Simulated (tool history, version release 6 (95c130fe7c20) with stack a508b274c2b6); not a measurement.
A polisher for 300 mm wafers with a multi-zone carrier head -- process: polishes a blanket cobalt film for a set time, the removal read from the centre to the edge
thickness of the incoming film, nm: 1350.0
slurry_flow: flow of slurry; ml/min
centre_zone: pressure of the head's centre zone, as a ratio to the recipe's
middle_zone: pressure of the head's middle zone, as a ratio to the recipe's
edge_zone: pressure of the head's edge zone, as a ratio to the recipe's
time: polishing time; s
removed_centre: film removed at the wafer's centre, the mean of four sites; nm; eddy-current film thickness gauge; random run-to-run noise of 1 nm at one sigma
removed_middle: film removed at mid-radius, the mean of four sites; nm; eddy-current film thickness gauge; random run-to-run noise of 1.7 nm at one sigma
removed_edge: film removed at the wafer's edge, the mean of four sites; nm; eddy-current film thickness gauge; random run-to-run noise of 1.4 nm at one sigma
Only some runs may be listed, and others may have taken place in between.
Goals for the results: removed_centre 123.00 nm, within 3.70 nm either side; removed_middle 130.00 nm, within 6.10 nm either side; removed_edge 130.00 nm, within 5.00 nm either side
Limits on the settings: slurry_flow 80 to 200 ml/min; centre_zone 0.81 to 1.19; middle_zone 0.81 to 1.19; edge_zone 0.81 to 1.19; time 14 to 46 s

run 1 hour=0.0 | slurry_flow=130 centre_zone=1.00 middle_zone=1.00 edge_zone=1.00 time=30 | removed_centre=174.33 removed_middle=179.04 removed_edge=171.51
run 2 hour=2.2 | slurry_flow=125 centre_zone=0.99 middle_zone=0.99 edge_zone=0.99 time=29 | removed_centre=163.09 removed_middle=170.47 removed_edge=164.15
run 3 hour=8.7 | slurry_flow=125 centre_zone=0.99 middle_zone=0.96 edge_zone=0.99 time=29 | removed_centre=168.31 removed_middle=164.70 removed_edge=165.63
run 4 hour=10.0 | slurry_flow=100 centre_zone=0.99 middle_zone=0.96 edge_zone=0.99 time=29 | removed_centre=153.31 removed_middle=155.83 removed_edge=154.63
run 5 hour=16.6 | slurry_flow=100 centre_zone=0.99 middle_zone=0.96 edge_zone=1.05 time=29 | removed_centre=150.75 removed_middle=159.37 removed_edge=161.26
run 6 hour=22.5 | slurry_flow=100 centre_zone=0.91 middle_zone=0.96 edge_zone=1.05 time=29 | removed_centre=140.04 removed_middle=156.82 removed_edge=159.35
run 7 hour=24.6 | slurry_flow=100 centre_zone=0.90 middle_zone=0.96 edge_zone=1.03 time=29 | removed_centre=140.22 removed_middle=157.37 removed_edge=160.04
run 8 hour=29.5 | slurry_flow=100 centre_zone=0.90 middle_zone=0.96 edge_zone=1.02 time=29 | removed_centre=139.46 removed_middle=156.10 removed_edge=161.46
run 9 hour=37.8 | slurry_flow=110 centre_zone=0.96 middle_zone=0.96 edge_zone=0.92 time=22 | removed_centre=117.29 removed_middle=121.85 removed_edge=117.24
run 10 hour=45.9 | slurry_flow=110 centre_zone=0.96 middle_zone=0.96 edge_zone=0.93 time=22 | removed_centre=116.07 removed_middle=123.18 removed_edge=118.14
run 11 hour=48.4 | slurry_flow=110 centre_zone=0.96 middle_zone=0.96 edge_zone=0.94 time=22 | removed_centre=116.12 removed_middle=124.27 removed_edge=118.37
run 12 hour=53.7 | slurry_flow=135 centre_zone=0.95 middle_zone=0.93 edge_zone=1.04 time=23 | removed_centre=129.47 removed_middle=131.39 removed_edge=133.37

Of the 5 settings listed for the next run, only one would bring every result within its allowed miss of target. Which one?
run A hour=59.0 | slurry_flow=135 centre_zone=1.00 middle_zone=0.84 edge_zone=1.06 time=24 | removed_centre=? removed_middle=? removed_edge=?
run B hour=59.0 | slurry_flow=165 centre_zone=1.01 middle_zone=0.95 edge_zone=0.98 time=22 | removed_centre=? removed_middle=? removed_edge=?
run C hour=59.0 | slurry_flow=125 centre_zone=0.97 middle_zone=0.99 edge_zone=1.07 time=22 | removed_centre=? removed_middle=? removed_edge=?
run D hour=59.0 | slurry_flow=155 centre_zone=0.95 middle_zone=0.95 edge_zone=1.01 time=23 | removed_centre=? removed_middle=? removed_edge=?
run E hour=59.0 | slurry_flow=130 centre_zone=1.02 middle_zone=0.91 edge_zone=1.01 time=24 | removed_centre=? removed_middle=? removed_edge=?

move=A removed_centre=139.05 removed_middle=122.20 removed_edge=141.30
move=B removed_centre=134.94 removed_middle=129.21 removed_edge=128.20
move=C removed_centre=121.19 removed_middle=126.11 removed_edge=128.21
move=D removed_centre=130.88 removed_middle=133.54 removed_edge=134.83
move=E removed_centre=140.51 removed_middle=129.40 removed_edge=137.00
A: lands further from the targets than the last run did
B: lands further from the targets than the last run did
C: every result lands within tolerance
D: lands further from the targets than the last run did
E: lands further from the targets than the last run did
So the answer is move C, the one that meets all the targets.

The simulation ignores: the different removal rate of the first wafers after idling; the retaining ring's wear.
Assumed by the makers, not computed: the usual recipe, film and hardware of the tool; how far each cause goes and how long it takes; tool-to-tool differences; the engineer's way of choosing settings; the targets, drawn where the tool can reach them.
